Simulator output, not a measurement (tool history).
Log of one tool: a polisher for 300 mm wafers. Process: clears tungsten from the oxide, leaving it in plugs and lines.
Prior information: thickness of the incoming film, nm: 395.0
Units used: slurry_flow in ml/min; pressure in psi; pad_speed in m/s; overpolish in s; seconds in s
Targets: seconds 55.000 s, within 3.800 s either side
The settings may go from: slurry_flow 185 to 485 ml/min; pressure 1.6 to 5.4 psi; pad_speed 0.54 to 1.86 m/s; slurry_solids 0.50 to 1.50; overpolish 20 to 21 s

run  hour  slurry_flow  pressure  pad_speed  slurry_solids  overpolish  seconds
  1   0.0          310       3.5       1.18           1.00          20   74.807
  2   2.5          310       4.2       1.18           1.00          20   66.611
  3   9.6          240       4.2       1.18           1.00          20   67.021
  4  11.9          240       4.2       1.08           1.00          20   78.020
  5  14.7          240       5.0       1.08           1.00          20   66.572
  6  15.9          240       5.0       0.94           1.00          20   79.732
  7  17.8          240       5.1       0.98           1.00          20   76.404
  8  20.9          240       5.2       1.02           1.00          20   69.935

Which single option among these 4 for the next run brings every result within its allowed miss of target? Just one does.
  A  24.0          210       5.1       1.24           0.85          21        ?
  B  24.0          235       5.4       1.04           0.95          20        ?
  C  24.0          280       5.4       1.06           1.05          21        ?
  D  24.0          220       5.4       1.38           0.70          21        ?

move  seconds
   A   61.300
   B   66.768
   C   62.575
   D   56.016
A: closer than the last run, but not yet in spec
B: closer than the last run, but not yet in spec
C: closer than the last run, but not yet in spec
D: hits every target within its allowed miss
Go with D: it meets all targets.
